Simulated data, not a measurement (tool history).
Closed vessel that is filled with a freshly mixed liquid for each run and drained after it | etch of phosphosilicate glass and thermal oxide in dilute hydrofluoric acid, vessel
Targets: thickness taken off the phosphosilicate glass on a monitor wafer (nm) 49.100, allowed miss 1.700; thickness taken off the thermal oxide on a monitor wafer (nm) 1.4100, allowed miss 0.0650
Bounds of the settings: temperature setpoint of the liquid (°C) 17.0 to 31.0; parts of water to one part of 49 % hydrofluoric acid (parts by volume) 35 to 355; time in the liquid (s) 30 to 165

run,hour,temperature setpoint of the liquid (°C),parts of water to one part of 49 % hydrofluoric acid (parts by volume),time in the liquid (s),thickness taken off the phosphosilicate glass on a monitor wafer (nm),thickness taken off the thermal oxide on a monitor wafer (nm)
1,0.0,23.0,195,85,62.253,1.7570
2,8.6,22.0,195,85,59.556,1.7295
3,10.8,22.0,145,85,84.254,2.4525
4,18.7,24.0,145,85,91.428,2.5941
5,21.7,24.0,170,85,76.366,2.1721
6,22.7,22.5,170,85,72.027,2.0968
7,26.1,22.0,185,85,64.030,1.8448
8,35.0,21.5,190,85,61.218,1.7074
9,36.8,21.0,195,85,56.872,1.6328
10,37.7,20.0,195,85,55.046,1.6020
11,39.0,19.5,200,85,53.011,1.5205

Which of these 4 next moves meets every target?
A,40.3,19.0,185,80,?,?
B,40.3,17.5,215,95,?,?
C,40.3,20.0,200,70,?,?
D,40.3,17.0,180,70,?,?

move,thickness taken off the phosphosilicate glass on a monitor wafer (nm),thickness taken off the thermal oxide on a monitor wafer (nm)
A,53.096,1.5140
B,49.717,1.4176
C,44.032,1.2556
D,44.303,1.2633
A: as far off as the last run
B: meets every target
C: takes the result that was furthest off past its target
D: takes the result that was furthest off past its target
Move B is the one to make.
